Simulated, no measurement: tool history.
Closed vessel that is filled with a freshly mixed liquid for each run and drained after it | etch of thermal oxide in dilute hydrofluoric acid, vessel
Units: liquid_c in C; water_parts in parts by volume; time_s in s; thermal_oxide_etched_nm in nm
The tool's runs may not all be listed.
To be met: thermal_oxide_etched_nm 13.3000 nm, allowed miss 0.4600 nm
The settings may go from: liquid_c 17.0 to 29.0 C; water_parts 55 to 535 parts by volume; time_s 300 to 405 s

| run | hour | liquid_c | water_parts | time_s | thermal_oxide_etched_nm |
|---|---|---|---|---|---|
| 1 | 0.0 | 21.0 | 295 | 405 | 5.0954 |
| 2 | 7.5 | 22.0 | 265 | 405 | 6.0732 |
| 3 | 15.8 | 19.5 | 265 | 405 | 5.5174 |
| 4 | 18.5 | 21.0 | 240 | 405 | 6.7142 |
| 5 | 27.2 | 22.5 | 225 | 405 | 7.7243 |
| 6 | 29.0 | 22.5 | 225 | 300 | 5.5874 |
| 7 | 32.5 | 22.5 | 225 | 300 | 5.6941 |
| 8 | 41.1 | 23.0 | 195 | 305 | 6.7485 |
| 9 | 49.4 | 23.5 | 170 | 310 | 8.2797 |
| 10 | 51.0 | 24.0 | 155 | 310 | 9.6593 |
| 11 | 52.9 | 28.0 | 140 | 310 | 12.5570 |
| 12 | 59.8 | 28.5 | 140 | 310 | 12.9470 |
| 13 | 67.1 | 28.5 | 140 | 310 | 12.7000 |

Which of these 5 next moves meets every target?
| A | 74.4 | 29.0 | 145 | 300 | ? |
| B | 74.4 | 29.0 | 150 | 300 | ? |
| C | 74.4 | 24.0 | 130 | 355 | ? |
| D | 74.4 | 28.0 | 140 | 300 | ? |
| E | 74.4 | 27.5 | 175 | 405 | ? |

| move | thermal_oxide_etched_nm |
|---|---|
| A | 12.0020 |
| B | 11.5280 |
| C | 13.3700 |
| D | 12.0600 |
| E | 12.2480 |
A: further off than the last run
B: further off than the last run
C: meets every target
D: further off than the last run
E: further off than the last run
Answer: C
